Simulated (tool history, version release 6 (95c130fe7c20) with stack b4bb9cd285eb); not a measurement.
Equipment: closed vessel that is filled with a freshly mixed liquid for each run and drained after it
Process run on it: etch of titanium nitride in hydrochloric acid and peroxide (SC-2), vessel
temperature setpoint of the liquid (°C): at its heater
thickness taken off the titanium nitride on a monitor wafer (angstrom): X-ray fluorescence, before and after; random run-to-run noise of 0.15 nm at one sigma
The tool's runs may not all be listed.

run	hour	temperature setpoint of the liquid (°C)	parts of water to one part each of 37 % hydrochloric acid and 30 % peroxide (parts by volume)	time in the liquid (s)	thickness taken off the titanium nitride on a monitor wafer (angstrom)
1	0.0	54.0	7.5	1195	539.93
2	3.4	51.5	7.5	1195	459.32
3	7.1	49.5	7.5	1195	400.23
4	16.2	56.0	7.5	1195	612.49
5	23.1	56.0	5.0	1195	824.34
6	25.9	56.0	7.0	1195	647.64

Estimate the outcome of run 7 from the log above:
7	29.0	53.0	7.0	1195	?

thickness taken off the titanium nitride on a monitor wafer (angstrom): 531.05

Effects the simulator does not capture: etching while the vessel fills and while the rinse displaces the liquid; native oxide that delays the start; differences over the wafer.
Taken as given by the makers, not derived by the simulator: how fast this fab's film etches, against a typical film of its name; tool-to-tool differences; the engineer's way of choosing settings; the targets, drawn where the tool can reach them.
